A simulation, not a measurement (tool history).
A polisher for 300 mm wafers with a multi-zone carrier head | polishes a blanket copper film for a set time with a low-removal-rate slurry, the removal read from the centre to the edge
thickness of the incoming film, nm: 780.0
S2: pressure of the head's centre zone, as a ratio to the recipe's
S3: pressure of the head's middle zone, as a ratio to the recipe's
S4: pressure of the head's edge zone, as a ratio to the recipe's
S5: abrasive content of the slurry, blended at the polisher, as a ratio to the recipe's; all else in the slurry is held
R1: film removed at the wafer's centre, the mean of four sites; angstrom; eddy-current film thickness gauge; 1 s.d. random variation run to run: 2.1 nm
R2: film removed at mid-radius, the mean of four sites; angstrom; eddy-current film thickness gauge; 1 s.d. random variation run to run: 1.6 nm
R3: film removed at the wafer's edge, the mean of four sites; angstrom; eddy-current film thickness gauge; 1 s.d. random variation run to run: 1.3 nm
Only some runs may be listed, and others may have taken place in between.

{"run": 1, "hour": 0.0, "flow of slurry (ml/min)": 255, "S2": 1, "S3": 1, "S4": 1, "S5": 1, "polishing time (s)": 75, "R1": 1516.1, "R2": 1534.9, "R3": 1604.8}
{"run": 2, "hour": 1.2, "flow of slurry (ml/min)": 290, "S2": 1, "S3": 1, "S4": 1, "S5": 1, "polishing time (s)": 75, "R1": 1576.5, "R2": 1566.4, "R3": 1566}
{"run": 3, "hour": 7.7, "flow of slurry (ml/min)": 290, "S2": 1, "S3": 1, "S4": 1, "S5": 1, "polishing time (s)": 83, "R1": 1727.6, "R2": 1746, "R3": 1756.6}
{"run": 4, "hour": 9.8, "flow of slurry (ml/min)": 290, "S2": 1, "S3": 0.97, "S4": 1, "S5": 1, "polishing time (s)": 83, "R1": 1758.4, "R2": 1673.8, "R3": 1771.3}
{"run": 5, "hour": 12.3, "flow of slurry (ml/min)": 290, "S2": 1, "S3": 0.97, "S4": 1, "S5": 1, "polishing time (s)": 96, "R1": 2013.2, "R2": 1921, "R3": 2032.8}
{"run": 6, "hour": 19.5, "flow of slurry (ml/min)": 290, "S2": 1.04, "S3": 0.97, "S4": 1, "S5": 1, "polishing time (s)": 96, "R1": 2098.8, "R2": 1954, "R3": 2037.7}
{"run": 7, "hour": 24.7, "flow of slurry (ml/min)": 290, "S2": 1.04, "S3": 0.97, "S4": 1, "S5": 1, "polishing time (s)": 96, "R1": 2151.2, "R2": 1924.7, "R3": 2032.2}
{"run": 8, "hour": 28.8, "flow of slurry (ml/min)": 285, "S2": 1.03, "S3": 0.96, "S4": 0.97, "S5": 0.9, "polishing time (s)": 95, "R1": 2013.9, "R2": 1869.7, "R3": 1952.1}
{"run": 9, "hour": 34.8, "flow of slurry (ml/min)": 280, "S2": 1.03, "S3": 0.95, "S4": 0.94, "S5": 0.85, "polishing time (s)": 94, "R1": 1936.3, "R2": 1811.5, "R3": 1899.8}

The next listed run, before its measurement:
{"run": 10, "hour": 39.7, "flow of slurry (ml/min)": 280, "S2": 1.04, "S3": 0.94, "S4": 0.92, "S5": 0.8, "polishing time (s)": 93, "R1": "?", "R2": "?", "R3": "?"}

R1: 1934.9 angstrom
R2: 1784.5 angstrom
R3: 1840.9 angstrom

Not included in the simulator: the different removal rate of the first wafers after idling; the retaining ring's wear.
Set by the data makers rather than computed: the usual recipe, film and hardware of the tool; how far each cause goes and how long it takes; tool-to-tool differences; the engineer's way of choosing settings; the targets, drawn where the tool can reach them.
